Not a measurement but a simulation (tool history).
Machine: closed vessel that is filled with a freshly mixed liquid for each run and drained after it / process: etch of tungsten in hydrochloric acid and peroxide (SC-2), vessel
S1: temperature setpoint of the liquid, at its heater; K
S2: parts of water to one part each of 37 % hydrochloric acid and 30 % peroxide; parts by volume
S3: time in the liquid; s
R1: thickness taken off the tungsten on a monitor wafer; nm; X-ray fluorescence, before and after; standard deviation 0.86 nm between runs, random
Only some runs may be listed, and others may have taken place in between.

{"run": 1, "hour": 0.0, "S1": 332.15, "S2": 10.5, "S3": 100, "R1": 52.857}
{"run": 2, "hour": 3.6, "S1": 336.15, "S2": 9.5, "S3": 100, "R1": 73.539}
{"run": 3, "hour": 11.6, "S1": 336.15, "S2": 13.0, "S3": 100, "R1": 56.683}
{"run": 4, "hour": 13.2, "S1": 336.15, "S2": 13.0, "S3": 105, "R1": 59.517}
{"run": 5, "hour": 17.0, "S1": 330.15, "S2": 13.0, "S3": 105, "R1": 40.74}
{"run": 6, "hour": 20.5, "S1": 330.15, "S2": 13.0, "S3": 100, "R1": 38.86}
{"run": 7, "hour": 26.5, "S1": 334.65, "S2": 11.0, "S3": 100, "R1": 59.71}
{"run": 8, "hour": 31.3, "S1": 337.65, "S2": 10.0, "S3": 100, "R1": 76.906}
{"run": 9, "hour": 40.2, "S1": 345.15, "S2": 6.5, "S3": 100, "R1": 171.9}
{"run": 10, "hour": 43.3, "S1": 344.65, "S2": 6.5, "S3": 100, "R1": 166.41}
{"run": 11, "hour": 47.9, "S1": 344.15, "S2": 6.5, "S3": 100, "R1": 161.72}

Run 12 comes next. What will it give?
{"run": 12, "hour": 52.8, "S1": 343.65, "S2": 6.5, "S3": 100, "R1": "?"}

R1: 157.510 nm
